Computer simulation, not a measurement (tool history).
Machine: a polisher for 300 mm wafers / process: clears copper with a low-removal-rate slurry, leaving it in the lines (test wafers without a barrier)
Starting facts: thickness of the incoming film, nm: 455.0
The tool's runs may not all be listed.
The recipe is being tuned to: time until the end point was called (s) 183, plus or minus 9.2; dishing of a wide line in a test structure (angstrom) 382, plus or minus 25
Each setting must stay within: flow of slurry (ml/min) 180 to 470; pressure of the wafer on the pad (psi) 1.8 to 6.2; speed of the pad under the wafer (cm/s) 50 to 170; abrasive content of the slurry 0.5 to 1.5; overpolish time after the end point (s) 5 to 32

| run | hour | flow of slurry (ml/min) | pressure of the wafer on the pad (psi) | speed of the pad under the wafer (cm/s) | abrasive content of the slurry | overpolish time after the end point (s) | time until the end point was called (s) | dishing of a wide line in a test structure (angstrom) |
|---|---|---|---|---|---|---|---|---|
| 1 | 0 | 300 | 4 | 110 | 1 | 16 | 125.88 | 373.96 |
| 2 | 6.3 | 300 | 4 | 110 | 1 | 10 | 129.7 | 252.26 |
| 3 | 9.9 | 300 | 3.1 | 110 | 1 | 10 | 162.27 | 199.68 |
| 4 | 10.6 | 300 | 3 | 108 | 1 | 13 | 174.45 | 242.83 |
| 5 | 16.3 | 235 | 3 | 108 | 1 | 13 | 176.52 | 234.88 |
| 6 | 20.1 | 235 | 3 | 124 | 1 | 13 | 153.5 | 264.54 |
| 7 | 23.5 | 235 | 2.9 | 124 | 1 | 15 | 159.57 | 283.86 |
| 8 | 31.9 | 235 | 2.4 | 122 | 1 | 23 | 193.61 | 344.52 |

Exercise: of the 5 proposed moves below, exactly one satisfies all targets within the stated allowed misses. Which move is it?
| A | 40.3 | 285 | 3.1 | 92 | 1.1 | 19 | ? | ? |
| B | 40.3 | 310 | 2.6 | 110 | 1.15 | 25 | ? | ? |
| C | 40.3 | 250 | 2.5 | 114 | 0.95 | 22 | ? | ? |
| D | 40.3 | 230 | 2.3 | 114 | 1.1 | 29 | ? | ? |
| E | 40.3 | 265 | 2.5 | 106 | 1.25 | 19 | ? | ? |

| move | time until the end point was called (s) | dishing of a wide line in a test structure (angstrom) |
|---|---|---|
| A | 190.52 | 306.81 |
| B | 186.36 | 381.48 |
| C | 199.76 | 328.15 |
| D | 209.45 | 386.94 |
| E | 198.51 | 293.88 |
A: its largest miss is bigger than the last run's
B: hits every target within its allowed miss
C: its largest miss is bigger than the last run's
D: gets the furthest-off result to its target, but another result is out of tolerance
E: its largest miss is bigger than the last run's
The move that meets every target is B.
